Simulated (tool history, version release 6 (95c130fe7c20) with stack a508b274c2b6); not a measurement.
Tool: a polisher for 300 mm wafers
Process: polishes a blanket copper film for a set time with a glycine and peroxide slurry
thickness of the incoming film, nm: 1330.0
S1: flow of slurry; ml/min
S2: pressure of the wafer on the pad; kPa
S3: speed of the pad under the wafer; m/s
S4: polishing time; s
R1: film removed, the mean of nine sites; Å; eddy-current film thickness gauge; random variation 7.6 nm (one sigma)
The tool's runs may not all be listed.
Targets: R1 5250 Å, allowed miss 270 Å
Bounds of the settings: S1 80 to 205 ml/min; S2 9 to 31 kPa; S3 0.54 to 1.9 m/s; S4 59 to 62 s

{"run": 1, "hour": 0.0, "S1": 135, "S2": 20, "S3": 1.22, "S4": 59, "R1": 3172.6}
{"run": 2, "hour": 7.4, "S1": 135, "S2": 22.8, "S3": 1.24, "S4": 59, "R1": 3680.5}
{"run": 3, "hour": 14.7, "S1": 135, "S2": 22.8, "S3": 1.02, "S4": 59, "R1": 2976.7}
{"run": 4, "hour": 18.2, "S1": 135, "S2": 24.8, "S3": 1.08, "S4": 59, "R1": 3524.1}
{"run": 5, "hour": 25.4, "S1": 135, "S2": 22.8, "S3": 1.08, "S4": 59, "R1": 3204.2}
{"run": 6, "hour": 32.5, "S1": 135, "S2": 24.8, "S3": 1.12, "S4": 59, "R1": 3550}
{"run": 7, "hour": 34.9, "S1": 135, "S2": 26.2, "S3": 1.16, "S4": 59, "R1": 3849}
{"run": 8, "hour": 41.2, "S1": 135, "S2": 27.6, "S3": 1.2, "S4": 59, "R1": 4085.4}
{"run": 9, "hour": 46.7, "S1": 135, "S2": 28.3, "S3": 1.24, "S4": 59, "R1": 4369.2}
{"run": 10, "hour": 53.6, "S1": 135, "S2": 29, "S3": 1.26, "S4": 59, "R1": 4583.6}
{"run": 11, "hour": 54.4, "S1": 135, "S2": 29.6, "S3": 1.28, "S4": 59, "R1": 4794}
{"run": 12, "hour": 56.4, "S1": 135, "S2": 29.6, "S3": 1.28, "S4": 59, "R1": 4802.9}
{"run": 13, "hour": 65.1, "S1": 135, "S2": 30.3, "S3": 1.3, "S4": 59, "R1": 5066.1}

5 next moves are on the table. One of them brings every result within its allowed miss. Which?
{"run": "A", "hour": 73.8, "S1": 125, "S2": 29, "S3": 1.36, "S4": 59, "R1": "?"}
{"run": "B", "hour": 73.8, "S1": 145, "S2": 29, "S3": 1.36, "S4": 62, "R1": "?"}
{"run": "C", "hour": 73.8, "S1": 135, "S2": 24.8, "S3": 1.56, "S4": 59, "R1": "?"}
{"run": "D", "hour": 73.8, "S1": 135, "S2": 31, "S3": 1.2, "S4": 59, "R1": "?"}
{"run": "E", "hour": 73.8, "S1": 155, "S2": 30.3, "S3": 1.24, "S4": 59, "R1": "?"}

move=A R1=4883.6
move=B R1=5259.5
move=C R1=4890.8
move=D R1=4696
move=E R1=4846.5
A: further off than the last run
B: meets every target
C: further off than the last run
D: further off than the last run
E: further off than the last run
Move B is the one to make.

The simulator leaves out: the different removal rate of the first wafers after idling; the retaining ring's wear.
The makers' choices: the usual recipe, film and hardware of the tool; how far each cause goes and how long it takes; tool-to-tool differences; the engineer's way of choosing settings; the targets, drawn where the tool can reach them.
